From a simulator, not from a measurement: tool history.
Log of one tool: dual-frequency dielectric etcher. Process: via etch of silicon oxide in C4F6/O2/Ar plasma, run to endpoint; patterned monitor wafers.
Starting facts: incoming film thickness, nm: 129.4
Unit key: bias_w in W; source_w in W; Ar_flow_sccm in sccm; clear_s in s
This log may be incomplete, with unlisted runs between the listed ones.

run 1 hour=0.0 | bias_w=535 source_w=410 Ar_flow_sccm=256 | clear_s=24.950
run 2 hour=7.2 | bias_w=535 source_w=410 Ar_flow_sccm=283 | clear_s=25.106
run 3 hour=8.7 | bias_w=501 source_w=400 Ar_flow_sccm=285 | clear_s=26.095
run 4 hour=10.3 | bias_w=473 source_w=390 Ar_flow_sccm=286 | clear_s=27.064
run 5 hour=14.1 | bias_w=451 source_w=390 Ar_flow_sccm=287 | clear_s=27.236
run 6 hour=21.8 | bias_w=509 source_w=390 Ar_flow_sccm=287 | clear_s=26.060
run 7 hour=26.5 | bias_w=479 source_w=380 Ar_flow_sccm=288 | clear_s=27.136
run 8 hour=30.7 | bias_w=457 source_w=380 Ar_flow_sccm=289 | clear_s=27.572

Forecast run 9:
run 9 hour=37.2 | bias_w=438 source_w=380 Ar_flow_sccm=289 | clear_s=?

{"run 9": {"clear_s": 28.35}}

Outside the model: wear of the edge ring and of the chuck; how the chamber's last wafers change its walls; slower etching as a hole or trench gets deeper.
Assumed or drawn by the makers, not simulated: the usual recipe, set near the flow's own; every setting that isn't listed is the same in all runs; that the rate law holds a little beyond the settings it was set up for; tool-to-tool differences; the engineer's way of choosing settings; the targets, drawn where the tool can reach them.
